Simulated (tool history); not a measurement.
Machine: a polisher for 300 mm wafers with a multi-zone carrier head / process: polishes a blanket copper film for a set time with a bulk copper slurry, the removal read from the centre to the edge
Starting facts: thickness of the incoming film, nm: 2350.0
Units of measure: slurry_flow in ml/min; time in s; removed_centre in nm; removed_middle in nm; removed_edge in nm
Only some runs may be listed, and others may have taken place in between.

{"run": 1, "hour": 0.0, "slurry_flow": 190, "centre_zone": 1, "middle_zone": 1, "edge_zone": 1, "slurry_solids": 1, "time": 64, "removed_centre": 799.56, "removed_middle": 783.84, "removed_edge": 794.97}
{"run": 2, "hour": 6.3, "slurry_flow": 210, "centre_zone": 1, "middle_zone": 1, "edge_zone": 1, "slurry_solids": 1, "time": 64, "removed_centre": 810.16, "removed_middle": 797.23, "removed_edge": 813.19}
{"run": 3, "hour": 9.9, "slurry_flow": 225, "centre_zone": 1.05, "middle_zone": 1.01, "edge_zone": 1.02, "slurry_solids": 1.1, "time": 65, "removed_centre": 886.16, "removed_middle": 847.98, "removed_edge": 856.06}
{"run": 4, "hour": 18.4, "slurry_flow": 225, "centre_zone": 1.05, "middle_zone": 1.07, "edge_zone": 1.02, "slurry_solids": 1.1, "time": 65, "removed_centre": 881.67, "removed_middle": 859.17, "removed_edge": 858.92}
{"run": 5, "hour": 21.5, "slurry_flow": 225, "centre_zone": 1.01, "middle_zone": 1.07, "edge_zone": 1.02, "slurry_solids": 1.1, "time": 65, "removed_centre": 851.07, "removed_middle": 882.29, "removed_edge": 836.95}
{"run": 6, "hour": 29.2, "slurry_flow": 225, "centre_zone": 1.06, "middle_zone": 1.07, "edge_zone": 1.02, "slurry_solids": 1.1, "time": 65, "removed_centre": 891.4, "removed_middle": 868.33, "removed_edge": 833.57}
{"run": 7, "hour": 33.3, "slurry_flow": 235, "centre_zone": 1.1, "middle_zone": 1.06, "edge_zone": 1.03, "slurry_solids": 1.2, "time": 66, "removed_centre": 972.9, "removed_middle": 887.41, "removed_edge": 870.6}

The next listed run, before its measurement:
{"run": 8, "hour": 41.5, "slurry_flow": 245, "centre_zone": 1.12, "middle_zone": 1.06, "edge_zone": 1.06, "slurry_solids": 1.3, "time": 67, "removed_centre": "?", "removed_middle": "?", "removed_edge": "?"}

removed_centre: 1028.4 nm
removed_middle: 940.49 nm
removed_edge: 928.73 nm
